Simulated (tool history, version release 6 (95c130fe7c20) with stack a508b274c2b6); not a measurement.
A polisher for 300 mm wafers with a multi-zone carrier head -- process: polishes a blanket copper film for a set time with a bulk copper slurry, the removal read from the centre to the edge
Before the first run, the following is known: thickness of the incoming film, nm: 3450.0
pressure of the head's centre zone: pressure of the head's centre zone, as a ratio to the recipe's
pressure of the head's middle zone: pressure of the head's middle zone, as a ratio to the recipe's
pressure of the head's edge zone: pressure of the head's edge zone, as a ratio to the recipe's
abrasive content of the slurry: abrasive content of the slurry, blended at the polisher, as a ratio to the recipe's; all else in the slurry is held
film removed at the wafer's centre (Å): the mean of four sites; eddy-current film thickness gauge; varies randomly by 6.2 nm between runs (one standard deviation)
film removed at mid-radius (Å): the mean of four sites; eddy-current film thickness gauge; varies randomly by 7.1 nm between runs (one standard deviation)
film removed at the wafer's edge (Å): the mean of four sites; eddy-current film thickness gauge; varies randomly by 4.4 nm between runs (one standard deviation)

| run | day | flow of slurry (ml/min) | pressure of the head's centre zone | pressure of the head's middle zone | pressure of the head's edge zone | abrasive content of the slurry | polishing time (s) | film removed at the wafer's centre (Å) | film removed at mid-radius (Å) | film removed at the wafer's edge (Å) |
|---|---|---|---|---|---|---|---|---|---|---|
| 1 | 0.000 | 250 | 1.00 | 1.00 | 1.00 | 1.00 | 36 | 4559.9 | 4640.3 | 4584.9 |
| 2 | 0.212 | 250 | 1.00 | 1.00 | 1.00 | 0.85 | 36 | 4512.4 | 4482.8 | 4491.2 |
| 3 | 0.388 | 260 | 1.05 | 1.02 | 1.04 | 0.95 | 36 | 4904.1 | 4718.1 | 4665.5 |
| 4 | 0.458 | 260 | 1.05 | 1.02 | 1.04 | 0.80 | 36 | 4627.6 | 4495.4 | 4484.2 |
| 5 | 0.583 | 205 | 1.05 | 1.02 | 1.04 | 0.80 | 36 | 4475.5 | 4522.8 | 4415.1 |
| 6 | 0.708 | 225 | 1.08 | 1.04 | 1.07 | 0.95 | 36 | 4828.6 | 4720.5 | 4567.4 |
| 7 | 0.896 | 245 | 1.09 | 1.05 | 1.09 | 1.05 | 36 | 5045.6 | 4813.9 | 4740.7 |
| 8 | 1.050 | 260 | 1.10 | 1.07 | 1.11 | 1.15 | 36 | 5194.5 | 4955.7 | 4926.0 |
| 9 | 1.154 | 275 | 1.12 | 1.09 | 1.12 | 1.20 | 36 | 5345.3 | 5165.7 | 4969.7 |
| 10 | 1.383 | 285 | 1.13 | 1.10 | 1.14 | 1.25 | 36 | 5571.6 | 5352.1 | 5095.4 |
| 11 | 1.604 | 285 | 1.13 | 1.10 | 1.14 | 1.25 | 36 | 5460.8 | 5316.8 | 5056.4 |

The next listed run, before its measurement:
| 12 | 1.767 | 295 | 1.14 | 1.10 | 1.15 | 1.30 | 36 | ? | ? | ? |

film removed at the wafer's centre (Å): 5555.1
film removed at mid-radius (Å): 5273.8
film removed at the wafer's edge (Å): 5102.4
